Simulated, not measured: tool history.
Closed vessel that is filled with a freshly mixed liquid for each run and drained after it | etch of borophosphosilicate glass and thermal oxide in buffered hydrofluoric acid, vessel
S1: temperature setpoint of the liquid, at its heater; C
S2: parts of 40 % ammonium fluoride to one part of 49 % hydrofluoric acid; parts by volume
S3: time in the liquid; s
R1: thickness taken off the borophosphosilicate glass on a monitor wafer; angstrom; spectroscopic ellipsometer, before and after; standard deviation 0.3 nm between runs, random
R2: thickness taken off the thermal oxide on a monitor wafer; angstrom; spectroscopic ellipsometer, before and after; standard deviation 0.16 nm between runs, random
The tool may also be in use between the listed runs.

Run 1, hour 0.0: S1 22.0 C, S2 17.0 parts by volume, S3 60 s. Result: R1 414.80 angstrom, R2 334.12 angstrom.
Run 2, hour 2.4: S1 22.0 C, S2 17.0 parts by volume, S3 80 s. Result: R1 568.15 angstrom, R2 446.31 angstrom.
Run 3, hour 8.4: S1 20.5 C, S2 18.5 parts by volume, S3 80 s. Result: R1 476.22 angstrom, R2 379.51 angstrom.
Run 4, hour 9.7: S1 20.5 C, S2 18.5 parts by volume, S3 90 s. Result: R1 545.61 angstrom, R2 426.69 angstrom.
Run 5, hour 11.0: S1 20.5 C, S2 18.5 parts by volume, S3 70 s. Result: R1 418.37 angstrom, R2 331.71 angstrom.
Run 6, hour 12.2: S1 24.0 C, S2 18.5 parts by volume, S3 70 s. Result: R1 513.66 angstrom, R2 405.63 angstrom.

Predict the results of run 7:
Run 7, hour 14.1: S1 22.0 C, S2 19.0 parts by volume, S3 70 s. Result: R1 ?, R2 ?.

{"run 7": {"R1": 434.73, "R2": 354.11}}
